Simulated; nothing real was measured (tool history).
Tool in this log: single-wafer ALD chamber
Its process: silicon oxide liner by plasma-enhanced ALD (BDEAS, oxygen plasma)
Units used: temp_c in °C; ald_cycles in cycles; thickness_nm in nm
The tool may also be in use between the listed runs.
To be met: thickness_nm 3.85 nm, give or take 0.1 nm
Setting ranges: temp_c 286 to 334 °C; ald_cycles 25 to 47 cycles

run	day	temp_c	ald_cycles	thickness_nm
1	0	310	36	3.3775
2	0.217	304	36	3.4018
3	0.342	304	37	3.5124
4	0.704	304	32	3.032
5	0.783	298	32	3.0673
6	1.096	305	32	3.0332
7	1.338	304	35	3.3017
8	1.696	304	37	3.5024
9	2.038	304	38	3.5972
10	2.338	304	39	3.6841

Exercise: of the 5 proposed moves below, exactly one satisfies all targets within the stated allowed misses. Which move is it?
A	2.638	303	44	?
B	2.638	298	36	?
C	2.638	303	39	?
D	2.638	298	40	?
E	2.638	310	38	?

move	thickness_nm
A	4.1667
B	3.4345
C	3.6932
D	3.8162
E	3.5674
A: takes the biggest miss from the last run beyond its target
B: moves away from the targets compared with the last run
C: gains on the last run, yet a result remains outside its allowed miss
D: every result lands within tolerance
E: moves away from the targets compared with the last run
The right move is D.

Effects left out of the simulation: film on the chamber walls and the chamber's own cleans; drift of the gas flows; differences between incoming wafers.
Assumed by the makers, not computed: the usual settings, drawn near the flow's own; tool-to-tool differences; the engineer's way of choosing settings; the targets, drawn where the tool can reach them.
